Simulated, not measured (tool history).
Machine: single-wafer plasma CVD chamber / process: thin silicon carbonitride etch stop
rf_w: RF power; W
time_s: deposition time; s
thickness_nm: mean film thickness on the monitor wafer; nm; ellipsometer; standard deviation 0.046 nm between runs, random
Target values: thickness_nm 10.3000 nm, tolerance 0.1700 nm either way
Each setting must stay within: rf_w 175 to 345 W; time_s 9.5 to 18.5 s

run	day	rf_w	time_s	thickness_nm
1	0.000	260	14.0	8.8542
2	0.092	260	12.2	7.7022
3	0.188	270	12.6	8.1057
4	0.471	290	12.6	8.3595
5	0.804	260	12.6	8.0093
6	1.100	260	13.9	8.8845
7	1.158	270	14.0	9.0575
8	1.188	270	14.0	9.1242
9	1.450	280	14.0	9.2055
10	1.479	290	14.1	9.3936
11	1.646	295	14.2	9.5516
# day 1.917: thermocouple changed; heater temperature recalibrated
12	1.917	300	14.2	9.5336
13	2.021	305	14.3	9.6352
14	2.296	310	14.4	9.7697

Which of these 4 next moves meets every target?
A	2.571	335	13.4	?
B	2.571	310	14.6	?
C	2.571	310	14.5	?
D	2.571	330	14.7	?

move	thickness_nm
A	9.4150
B	9.9627
C	9.8944
D	10.2710
A: misses by more than the last run did
B: gains on the last run, yet a result remains outside its allowed miss
C: gains on the last run, yet a result remains outside its allowed miss
D: every result lands within tolerance
Answer: D
